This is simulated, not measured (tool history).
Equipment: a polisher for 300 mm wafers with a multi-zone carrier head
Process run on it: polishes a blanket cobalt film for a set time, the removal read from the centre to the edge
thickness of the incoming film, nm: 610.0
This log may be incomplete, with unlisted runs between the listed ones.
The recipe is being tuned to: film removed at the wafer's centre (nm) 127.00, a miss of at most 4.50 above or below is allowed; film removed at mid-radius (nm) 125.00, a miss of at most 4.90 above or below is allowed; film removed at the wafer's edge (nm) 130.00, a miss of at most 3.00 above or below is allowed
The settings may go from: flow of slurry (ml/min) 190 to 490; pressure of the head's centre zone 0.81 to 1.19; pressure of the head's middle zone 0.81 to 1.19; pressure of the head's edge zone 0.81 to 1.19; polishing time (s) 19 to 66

run,hour,flow of slurry (ml/min),pressure of the head's centre zone,pressure of the head's middle zone,pressure of the head's edge zone,polishing time (s),film removed at the wafer's centre (nm),film removed at mid-radius (nm),film removed at the wafer's edge (nm)
1,0.0,315,1.00,1.00,1.00,42,185.94,193.12,187.47
2,6.1,310,0.99,0.98,0.98,40,180.09,176.65,177.67
3,10.9,305,0.97,0.98,0.97,38,166.00,171.93,168.77
4,18.8,305,0.96,0.96,0.95,36,151.19,158.55,156.48
5,24.6,305,0.96,1.04,0.95,36,153.20,167.73,157.34
6,31.9,305,0.89,1.04,0.95,36,145.62,166.27,157.41
7,39.6,300,0.90,1.01,0.93,35,141.96,160.87,153.01
8,44.3,300,0.91,0.98,0.92,34,137.34,151.63,145.80
9,45.5,295,0.91,0.95,0.91,34,138.47,147.23,145.03

Next run, 4 choices. One meets every target within its allowed miss, the rest don't. Which?
A,46.7,330,0.88,1.17,0.83,33,?,?,?
B,46.7,275,1.08,0.81,0.85,32,?,?,?
C,46.7,405,0.95,0.91,0.95,29,?,?,?
D,46.7,205,0.81,0.81,1.19,36,?,?,?

move,film removed at the wafer's centre (nm),film removed at mid-radius (nm),film removed at the wafer's edge (nm)
A,131.83,177.06,135.49
B,154.08,123.98,131.85
C,127.00,127.56,128.54
D,125.48,135.51,170.75
A: misses by more than the last run did
B: brings the last run's worst result on target, with another outside its allowed miss
C: hits every target within its allowed miss
D: misses by more than the last run did
C meets every target.

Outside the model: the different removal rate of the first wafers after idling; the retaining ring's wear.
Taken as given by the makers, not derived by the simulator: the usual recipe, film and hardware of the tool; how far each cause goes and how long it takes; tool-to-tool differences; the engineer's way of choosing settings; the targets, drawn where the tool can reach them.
